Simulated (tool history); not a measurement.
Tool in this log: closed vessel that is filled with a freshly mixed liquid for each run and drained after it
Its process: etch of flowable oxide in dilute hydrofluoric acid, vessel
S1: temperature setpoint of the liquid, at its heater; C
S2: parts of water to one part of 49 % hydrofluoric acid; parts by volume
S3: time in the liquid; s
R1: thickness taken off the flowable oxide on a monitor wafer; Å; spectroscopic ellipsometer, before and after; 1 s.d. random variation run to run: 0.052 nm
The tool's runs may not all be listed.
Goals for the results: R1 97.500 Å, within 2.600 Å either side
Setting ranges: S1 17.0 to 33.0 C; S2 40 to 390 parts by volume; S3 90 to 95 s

run  hour    S1   S2  S3       R1
  1   0.0  25.0  215  90  201.000
  2   1.1  23.5  230  90  176.040
  3   7.3  22.5  245  90  157.960
  4  12.8  22.5  245  95  165.760
  5  14.7  22.5  280  95  139.860
  6  17.6  22.5  280  95  139.320
  7  20.8  21.5  285  95  132.540
  8  21.7  21.5  285  95  132.420
  9  28.3  20.5  290  95  123.980
 10  30.5  20.0  295  95  119.290
 11  37.7  19.5  300  95  114.970
 12  39.7  19.0  305  95  110.030
 13  46.2  18.5  305  95  107.380

Which of these 4 next moves meets every target?
  A  52.7  18.0  310  95   ?
  B  52.7  17.5  340  95   ?
  C  52.7  17.5  325  95   ?
  D  52.7  18.5  300  95   ?

move       R1
   A  104.240
   B   90.992
   C   96.374
   D  110.680
A: closes in on the targets versus the last run, not all within tolerance yet
B: takes the result that was furthest off past its target
C: hits every target within its allowed miss
D: its largest miss is bigger than the last run's
Answer: C

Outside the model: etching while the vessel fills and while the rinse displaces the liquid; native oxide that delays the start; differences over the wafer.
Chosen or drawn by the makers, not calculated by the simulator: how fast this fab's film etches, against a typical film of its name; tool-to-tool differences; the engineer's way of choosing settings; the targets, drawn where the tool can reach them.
